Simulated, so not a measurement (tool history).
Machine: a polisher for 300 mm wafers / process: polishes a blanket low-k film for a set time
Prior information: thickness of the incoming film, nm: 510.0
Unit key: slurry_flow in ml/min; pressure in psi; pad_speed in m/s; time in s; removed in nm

run,day,slurry_flow,pressure,pad_speed,slurry_solids,time,removed
1,0,300,1.6,0.96,1,60,17.647
2,0.179,365,1.6,0.96,1,60,17.855
3,0.408,365,1.5,0.96,1,60,16.877
4,0.717,365,1.5,0.96,1,55,15.542
5,1.021,365,1.5,0.96,1,55,15.245
6,1.204,365,1.4,0.96,1,55,14.459
7,1.267,365,1.3,0.96,1,55,13.381
8,1.383,365,1.2,0.96,1,55,12.321
9,1.429,350,0.9,0.96,1,55,9.5103
10,1.483,355,0.9,0.96,1,55,9.4165
11,1.825,360,0.9,0.96,1,55,9.4733
12,1.917,370,0.9,0.96,1,55,9.4708
13,2.162,370,0.9,0.96,1,55,9.4033
14,2.333,370,0.9,0.96,1,55,9.4056
15,2.538,370,1,0.96,1,55,10.404
16,2.612,365,1,0.96,1,55,10.442
17,2.742,360,1,0.96,1,55,10.418
18,2.875,350,0.9,0.96,1,55,9.4481

What will run 19 give?
19,3.033,360,0.9,0.96,1,55,?

{"run 19": {"removed": 9.3578}}
